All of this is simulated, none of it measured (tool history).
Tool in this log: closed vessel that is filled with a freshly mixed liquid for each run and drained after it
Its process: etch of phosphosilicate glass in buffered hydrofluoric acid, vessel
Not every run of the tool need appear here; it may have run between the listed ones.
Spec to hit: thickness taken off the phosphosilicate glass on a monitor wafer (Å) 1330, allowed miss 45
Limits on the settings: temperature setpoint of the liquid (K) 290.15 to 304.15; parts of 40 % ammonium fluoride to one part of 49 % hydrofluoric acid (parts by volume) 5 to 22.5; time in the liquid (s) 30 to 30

run,day,temperature setpoint of the liquid (K),parts of 40 % ammonium fluoride to one part of 49 % hydrofluoric acid (parts by volume),time in the liquid (s),thickness taken off the phosphosilicate glass on a monitor wafer (Å)
1,0,296.15,13.5,30,752.39
2,0.296,296.15,13.5,30,747.72
3,0.396,297.65,13,30,858.13
4,0.521,294.15,13,30,700.73
5,0.629,294.15,13,30,693.51
6,0.692,294.15,13,30,699.96
7,0.942,295.65,12.5,30,792.22
8,1.221,297.15,12.5,30,859.72
9,1.388,298.15,12.5,30,897.83
10,1.567,299.15,12.5,30,975.74
11,1.667,303.15,12.5,30,1180
12,1.721,303.65,12,30,1279.4

Pick the move, out of 4, that brings all results within their allowed miss; only one does.
A,1.775,300.65,8.5,30,?
B,1.775,303.15,12,30,?
C,1.775,302.15,10.5,30,?
D,1.775,302.65,12,30,?

move,thickness taken off the phosphosilicate glass on a monitor wafer (Å)
A,1464.9
B,1231.6
C,1330.7
D,1199.6
A: takes the biggest miss from the last run beyond its target
B: further off than the last run
C: each result inside its tolerance
D: further off than the last run
Go with C: it meets all targets.
